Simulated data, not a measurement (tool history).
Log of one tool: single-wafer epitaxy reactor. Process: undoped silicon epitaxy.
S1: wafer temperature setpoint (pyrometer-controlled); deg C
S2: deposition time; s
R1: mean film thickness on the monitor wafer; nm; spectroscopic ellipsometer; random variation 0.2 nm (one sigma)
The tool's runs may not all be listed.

run,hour,S1,S2,R1
1,0,630,576,65.584
2,5.2,625,575,58.455
3,10.9,633,575,70.299
4,15.1,633,647,79.174
5,19.7,639,647,91.392
6,25.3,644,647,101.72
7,26,632,555,66.307
8,31.9,626,554,57.323
9,33.4,622,553,51.821
10,37.5,619,553,48.927

Forecast run 11:
11,38.1,617,553,?

Run 11 gave R1 46.705 nm.
